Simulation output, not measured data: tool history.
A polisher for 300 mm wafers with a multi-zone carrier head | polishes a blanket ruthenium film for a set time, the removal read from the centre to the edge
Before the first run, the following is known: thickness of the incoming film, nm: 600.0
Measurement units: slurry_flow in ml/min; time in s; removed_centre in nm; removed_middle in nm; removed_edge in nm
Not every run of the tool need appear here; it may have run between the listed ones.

run  hour  slurry_flow  centre_zone  middle_zone  edge_zone  time  removed_centre  removed_middle  removed_edge
  1   0.0          280         1.00         1.00       1.00    34          40.885          38.697        40.772
  2   4.8          280         0.97         1.01       0.96    32          37.668          36.730        36.455
  3  11.5          280         0.91         1.01       0.96    32          34.881          37.306        35.661
  4  14.5          280         0.91         1.01       1.01    32          35.217          36.631        37.898
  5  21.2          280         0.91         1.01       1.07    32          35.862          36.588        38.789
  6  26.6          280         0.90         1.00       1.02    31          33.902          35.748        35.523

Run 7 has not been measured yet. What should we expect?
  7  32.4          275         0.88         0.96       1.01    31               ?               ?             ?

Run 7 came out at removed_centre 33.703 nm, removed_middle 33.997 nm, removed_edge 36.387 nm.
